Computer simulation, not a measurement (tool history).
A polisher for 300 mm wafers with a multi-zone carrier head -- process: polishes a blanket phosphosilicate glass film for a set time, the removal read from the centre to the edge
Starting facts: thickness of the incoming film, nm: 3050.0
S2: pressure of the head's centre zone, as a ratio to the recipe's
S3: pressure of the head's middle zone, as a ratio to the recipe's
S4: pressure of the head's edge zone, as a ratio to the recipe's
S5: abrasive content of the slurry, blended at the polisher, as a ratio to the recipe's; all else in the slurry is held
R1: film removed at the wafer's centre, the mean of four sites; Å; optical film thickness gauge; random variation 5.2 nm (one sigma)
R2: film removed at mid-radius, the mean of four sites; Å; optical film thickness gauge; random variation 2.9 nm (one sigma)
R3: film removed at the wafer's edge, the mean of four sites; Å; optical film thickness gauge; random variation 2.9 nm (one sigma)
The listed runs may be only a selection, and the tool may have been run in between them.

run 1 hour=0 | flow_of_slurry_(ml/min)=305 S2=1 S3=1 S4=1 S5=1 polishing_time_(s)=37 | R1=5147.3 R2=5207 R3=4995.6
run 2 hour=3.6 | flow_of_slurry_(ml/min)=295 S2=0.97 S3=0.97 S4=1 S5=0.95 polishing_time_(s)=37 | R1=4921.9 R2=4892.1 R3=4884.3
run 3 hour=11.5 | flow_of_slurry_(ml/min)=265 S2=0.97 S3=0.97 S4=1 S5=0.95 polishing_time_(s)=37 | R1=4930.5 R2=4905.2 R3=4868.9
run 4 hour=20.4 | flow_of_slurry_(ml/min)=265 S2=0.93 S3=0.97 S4=1 S5=0.95 polishing_time_(s)=37 | R1=4773.9 R2=4910.4 R3=4852.9
run 5 hour=25.2 | flow_of_slurry_(ml/min)=265 S2=0.93 S3=0.97 S4=1.09 S5=0.95 polishing_time_(s)=37 | R1=4716.3 R2=4914 R3=5094.4
run 6 hour=28.5 | flow_of_slurry_(ml/min)=330 S2=0.93 S3=0.97 S4=1.09 S5=0.95 polishing_time_(s)=37 | R1=4866.7 R2=4933.4 R3=5156.4
run 7 hour=29.3 | flow_of_slurry_(ml/min)=315 S2=0.91 S3=0.95 S4=1.08 S5=0.9 polishing_time_(s)=37 | R1=4559.4 R2=4685.4 R3=4884.2
run 8 hour=34.1 | flow_of_slurry_(ml/min)=310 S2=0.89 S3=0.93 S4=1.08 S5=0.9 polishing_time_(s)=37 | R1=4319.3 R2=4575.7 R3=4918.6
run 9 hour=40 | flow_of_slurry_(ml/min)=310 S2=0.89 S3=0.91 S4=1.06 S5=0.9 polishing_time_(s)=37 | R1=4401.3 R2=4547.6 R3=4892.2
run 10 hour=41.5 | flow_of_slurry_(ml/min)=260 S2=0.81 S3=0.81 S4=1.01 S5=0.75 polishing_time_(s)=37 | R1=3346.7 R2=3503.9 R3=4057.5
run 11 hour=49.5 | flow_of_slurry_(ml/min)=345 S2=0.87 S3=0.86 S4=1.08 S5=0.75 polishing_time_(s)=37 | R1=3739.5 R2=3768.3 R3=4265.1
run 12 hour=58.2 | flow_of_slurry_(ml/min)=345 S2=0.87 S3=0.87 S4=1.09 S5=0.75 polishing_time_(s)=37 | R1=3689.4 R2=3777.7 R3=4292.9
run 13 hour=62.9 | flow_of_slurry_(ml/min)=345 S2=0.88 S3=0.88 S4=1.1 S5=0.75 polishing_time_(s)=37 | R1=3786.7 R2=3802.2 R3=4279.1

The next listed run, before its measurement:
run 14 hour=72 | flow_of_slurry_(ml/min)=345 S2=0.88 S3=0.89 S4=1.11 S5=0.75 polishing_time_(s)=37 | R1=? R2=? R3=?

{"run 14": {"R1": 3863.8, "R2": 3863.3, "R3": 4318}}
